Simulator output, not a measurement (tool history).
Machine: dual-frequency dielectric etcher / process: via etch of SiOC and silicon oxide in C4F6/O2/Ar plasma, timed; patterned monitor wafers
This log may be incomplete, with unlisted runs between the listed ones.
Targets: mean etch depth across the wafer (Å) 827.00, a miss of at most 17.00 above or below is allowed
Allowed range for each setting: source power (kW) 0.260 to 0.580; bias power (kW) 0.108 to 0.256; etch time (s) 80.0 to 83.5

run	hour	source power (kW)	bias power (kW)	etch time (s)	mean etch depth across the wafer (Å)
1	0.0	0.420	0.182	80.0	936.98
2	4.9	0.400	0.180	80.0	913.87
3	11.2	0.400	0.180	80.0	914.18
4	13.3	0.390	0.179	80.0	898.72
5	20.7	0.390	0.179	83.5	944.53
6	28.9	0.390	0.179	83.5	943.33
7	37.9	0.380	0.178	83.5	935.35
8	41.9	0.380	0.178	83.5	933.62
9	47.5	0.300	0.160	83.0	803.15

Next run, 5 choices. One meets every target within its allowed miss, the rest don't. Which?
A	53.1	0.380	0.147	81.5	?
B	53.1	0.310	0.189	83.5	?
C	53.1	0.260	0.171	81.5	?
D	53.1	0.290	0.172	83.5	?
E	53.1	0.330	0.167	83.0	?

move	mean etch depth across the wafer (Å)
A	853.11
B	869.22
C	760.10
D	818.40
E	851.89
A: carries the result that was furthest off beyond its target, to the other side
B: carries the result that was furthest off beyond its target, to the other side
C: moves away from the targets compared with the last run
D: each result inside its tolerance
E: carries the result that was furthest off beyond its target, to the other side
Move D is the one to make.
